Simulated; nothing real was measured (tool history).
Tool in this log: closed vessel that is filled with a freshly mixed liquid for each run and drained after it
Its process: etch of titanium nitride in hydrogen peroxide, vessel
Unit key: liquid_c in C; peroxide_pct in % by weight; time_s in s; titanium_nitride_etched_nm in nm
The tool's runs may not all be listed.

Run 1, hour 0.0: liquid_c 58.0 C, peroxide_pct 20.0 % by weight, time_s 410 s. Result: titanium_nitride_etched_nm 19.552 nm.
Run 2, hour 3.2: liquid_c 57.5 C, peroxide_pct 20.0 % by weight, time_s 410 s. Result: titanium_nitride_etched_nm 19.127 nm.
Run 3, hour 5.1: liquid_c 57.5 C, peroxide_pct 20.0 % by weight, time_s 410 s. Result: titanium_nitride_etched_nm 18.998 nm.
Run 4, hour 6.8: liquid_c 57.0 C, peroxide_pct 20.0 % by weight, time_s 410 s. Result: titanium_nitride_etched_nm 18.162 nm.
Run 5, hour 10.7: liquid_c 56.0 C, peroxide_pct 20.0 % by weight, time_s 410 s. Result: titanium_nitride_etched_nm 17.232 nm.
Run 6, hour 11.9: liquid_c 55.5 C, peroxide_pct 20.0 % by weight, time_s 410 s. Result: titanium_nitride_etched_nm 16.590 nm.

The next listed run, before its measurement:
Run 7, hour 14.5: liquid_c 55.0 C, peroxide_pct 20.0 % by weight, time_s 410 s. Result: titanium_nitride_etched_nm ?.

Logged for run 7: titanium_nitride_etched_nm 15.945 nm.

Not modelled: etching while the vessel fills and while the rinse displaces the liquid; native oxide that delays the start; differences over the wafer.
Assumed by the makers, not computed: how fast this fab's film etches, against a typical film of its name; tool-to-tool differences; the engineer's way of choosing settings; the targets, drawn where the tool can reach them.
